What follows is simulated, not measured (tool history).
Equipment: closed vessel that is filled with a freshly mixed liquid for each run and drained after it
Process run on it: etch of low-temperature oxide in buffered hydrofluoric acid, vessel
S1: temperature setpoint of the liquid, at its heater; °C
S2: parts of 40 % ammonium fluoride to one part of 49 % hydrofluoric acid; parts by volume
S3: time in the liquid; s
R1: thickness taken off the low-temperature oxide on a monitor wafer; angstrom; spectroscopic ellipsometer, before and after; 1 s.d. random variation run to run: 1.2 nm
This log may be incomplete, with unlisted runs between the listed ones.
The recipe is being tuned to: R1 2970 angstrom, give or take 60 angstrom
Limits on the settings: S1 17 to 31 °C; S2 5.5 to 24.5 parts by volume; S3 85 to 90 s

| run | hour | S1 | S2 | S3 | R1 |
|---|---|---|---|---|---|
| 1 | 0 | 23 | 15 | 85 | 3570.2 |
| 2 | 0.9 | 23 | 19 | 85 | 2820 |
| 3 | 4.4 | 23 | 17.5 | 85 | 3076.9 |
| 4 | 7.2 | 23 | 17.5 | 90 | 3257.8 |
| 5 | 9.4 | 23 | 17.5 | 85 | 3064.2 |
| 6 | 12.4 | 23 | 15 | 85 | 3587.7 |
| 7 | 18.8 | 22.5 | 15 | 85 | 3448.4 |
| 8 | 20.2 | 22 | 15 | 85 | 3384.9 |
| 9 | 24.3 | 21.5 | 15 | 85 | 3289.3 |
| 10 | 31.6 | 20.5 | 15 | 85 | 3116.5 |

5 next moves are on the table. One of them brings every result within its allowed miss. Which?
| A | 38.9 | 17 | 14.5 | 90 | ? |
| B | 38.9 | 19 | 16 | 90 | ? |
| C | 38.9 | 21.5 | 17.5 | 90 | ? |
| D | 38.9 | 23.5 | 21 | 90 | ? |
| E | 38.9 | 20 | 17 | 90 | ? |

| move | R1 |
|---|---|
| A | 2793.4 |
| B | 2840.5 |
| C | 2991.2 |
| D | 2831.6 |
| E | 2830.7 |
A: takes the result that was furthest off past its target
B: takes the result that was furthest off past its target
C: hits every target within its allowed miss
D: takes the result that was furthest off past its target
E: takes the result that was furthest off past its target
The move that meets every target is C.

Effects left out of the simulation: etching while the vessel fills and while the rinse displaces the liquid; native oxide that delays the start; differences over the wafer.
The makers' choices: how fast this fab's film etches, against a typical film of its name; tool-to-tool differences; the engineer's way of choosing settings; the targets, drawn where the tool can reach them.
